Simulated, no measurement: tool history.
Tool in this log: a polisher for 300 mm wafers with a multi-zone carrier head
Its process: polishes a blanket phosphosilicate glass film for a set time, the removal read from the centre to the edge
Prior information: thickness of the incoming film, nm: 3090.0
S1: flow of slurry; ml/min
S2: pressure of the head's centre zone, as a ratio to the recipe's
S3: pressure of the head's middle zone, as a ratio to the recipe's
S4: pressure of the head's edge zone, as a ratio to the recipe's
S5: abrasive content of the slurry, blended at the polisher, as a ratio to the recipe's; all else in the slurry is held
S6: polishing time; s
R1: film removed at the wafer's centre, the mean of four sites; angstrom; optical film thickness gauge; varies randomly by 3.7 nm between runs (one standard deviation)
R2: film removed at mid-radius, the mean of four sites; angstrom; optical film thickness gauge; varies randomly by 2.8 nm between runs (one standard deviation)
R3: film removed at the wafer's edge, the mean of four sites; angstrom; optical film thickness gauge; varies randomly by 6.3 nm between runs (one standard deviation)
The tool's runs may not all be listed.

run	hour	S1	S2	S3	S4	S5	S6	R1	R2	R3
1	0.0	215	1.00	1.00	1.00	1.00	64	6162.1	5786.8	5525.3
2	5.0	215	1.06	1.00	1.00	1.00	64	6462.0	5767.7	5525.9
3	7.8	215	1.06	1.00	1.00	1.20	64	7144.9	6358.9	6149.0
4	9.7	205	1.02	0.98	1.00	1.10	64	6527.5	5962.9	5905.8
5	17.1	205	0.98	0.98	1.00	1.10	64	6279.3	5973.2	5935.1
6	23.7	205	0.98	0.98	1.04	1.10	64	6265.4	5981.1	5969.6
7	28.6	200	0.96	0.96	1.04	1.00	64	5886.0	5595.8	5609.9
8	33.5	155	0.86	0.86	1.06	0.75	62	4162.1	3972.1	4524.1
9	39.9	160	0.86	0.87	1.05	0.75	62	4165.6	4057.7	4488.7
10	42.6	165	0.86	0.87	1.05	0.75	62	4240.4	4055.5	4539.7

Run 11 is up next; what results do you expect?
11	44.3	170	0.86	0.88	1.05	0.75	62	?	?	?

R1: 4277.1 angstrom
R2: 4095.8 angstrom
R3: 4618.2 angstrom
